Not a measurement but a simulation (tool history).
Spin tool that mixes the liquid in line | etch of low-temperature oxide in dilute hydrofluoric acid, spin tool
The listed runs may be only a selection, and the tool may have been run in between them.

run,hour,temperature setpoint of the liquid (°C),parts of water to one part of 49 % hydrofluoric acid (parts by volume),time under the liquid (s),thickness taken off the low-temperature oxide on a monitor wafer (angstrom)
1,0.0,21.0,220,20,20.336
2,1.6,20.0,225,20,19.232
3,10.0,20.0,225,20,19.157
4,16.5,19.5,230,20,18.149
5,17.5,19.0,235,20,17.404
6,26.5,18.5,235,20,17.171

Run 7 is up next; what results do you expect?
7,34.1,18.0,235,20,?

Run 7 gave thickness taken off the low-temperature oxide on a monitor wafer (angstrom) 16.832.
